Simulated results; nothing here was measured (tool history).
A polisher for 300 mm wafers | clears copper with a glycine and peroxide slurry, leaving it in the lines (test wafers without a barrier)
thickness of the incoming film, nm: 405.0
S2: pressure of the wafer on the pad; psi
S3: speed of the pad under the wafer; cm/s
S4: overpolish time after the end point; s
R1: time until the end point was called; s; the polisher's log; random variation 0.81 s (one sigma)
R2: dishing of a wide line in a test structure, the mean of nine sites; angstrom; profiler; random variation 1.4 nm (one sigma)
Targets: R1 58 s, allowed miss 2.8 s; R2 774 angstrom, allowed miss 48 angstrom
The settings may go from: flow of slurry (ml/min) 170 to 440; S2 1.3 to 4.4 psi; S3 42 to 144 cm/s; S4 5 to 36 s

Run 1, hour 0: flow of slurry (ml/min) 280, S2 2.8 psi, S3 92 cm/s, S4 18 s. Result: R1 93.569 s, R2 454.88 angstrom.
Run 2, hour 9: flow of slurry (ml/min) 255, S2 2.8 psi, S3 92 cm/s, S4 18 s. Result: R1 95.212 s, R2 443.65 angstrom.
Run 3, hour 10.1: flow of slurry (ml/min) 255, S2 3 psi, S3 92 cm/s, S4 18 s. Result: R1 90.337 s, R2 451.65 angstrom.
Run 4, hour 13.8: flow of slurry (ml/min) 255, S2 3.4 psi, S3 92 cm/s, S4 18 s. Result: R1 80.641 s, R2 499.75 angstrom.
Run 5, hour 18.8: flow of slurry (ml/min) 255, S2 3.4 psi, S3 78 cm/s, S4 18 s. Result: R1 90.104 s, R2 455.81 angstrom.
Run 6, hour 19.6: flow of slurry (ml/min) 255, S2 3 psi, S3 78 cm/s, S4 18 s. Result: R1 96.705 s, R2 424.82 angstrom.
Run 7, hour 24.8: flow of slurry (ml/min) 255, S2 3.2 psi, S3 82 cm/s, S4 18 s. Result: R1 89.38 s, R2 462.76 angstrom.
Run 8, hour 26: flow of slurry (ml/min) 255, S2 3.2 psi, S3 82 cm/s, S4 18 s. Result: R1 90.862 s, R2 455.11 angstrom.
Run 9, hour 30.9: flow of slurry (ml/min) 260, S2 4 psi, S3 98 cm/s, S4 23 s. Result: R1 69.318 s, R2 655.78 angstrom.
Run 10, hour 39.9: flow of slurry (ml/min) 260, S2 4.1 psi, S3 100 cm/s, S4 23 s. Result: R1 66.682 s, R2 687.2 angstrom.
Run 11, hour 40.8: flow of slurry (ml/min) 260, S2 4.1 psi, S3 102 cm/s, S4 23 s. Result: R1 64.785 s, R2 666.35 angstrom.
Run 12, hour 44.4: flow of slurry (ml/min) 260, S2 4.3 psi, S3 106 cm/s, S4 24 s. Result: R1 61.673 s, R2 740.83 angstrom.

Which of these 4 next moves meets every target?
Run A, hour 48: flow of slurry (ml/min) 290, S2 4.3 psi, S3 114 cm/s, S4 20 s. Result: R1 ?, R2 ?.
Run B, hour 48: flow of slurry (ml/min) 240, S2 4.1 psi, S3 110 cm/s, S4 21 s. Result: R1 ?, R2 ?.
Run C, hour 48: flow of slurry (ml/min) 310, S2 4.4 psi, S3 102 cm/s, S4 23 s. Result: R1 ?, R2 ?.
Run D, hour 48: flow of slurry (ml/min) 265, S2 4.4 psi, S3 112 cm/s, S4 26 s. Result: R1 ?, R2 ?.

move      R1      R2
   A  59.561  668.66
   B  64.792  653.57
   C  62.463  708.66
   D  59.706  773.49
A: brings the result that was furthest off to its target, and leaves another outside
B: further off than the last run
C: further off than the last run
D: meets every target
Move D is the one to make.

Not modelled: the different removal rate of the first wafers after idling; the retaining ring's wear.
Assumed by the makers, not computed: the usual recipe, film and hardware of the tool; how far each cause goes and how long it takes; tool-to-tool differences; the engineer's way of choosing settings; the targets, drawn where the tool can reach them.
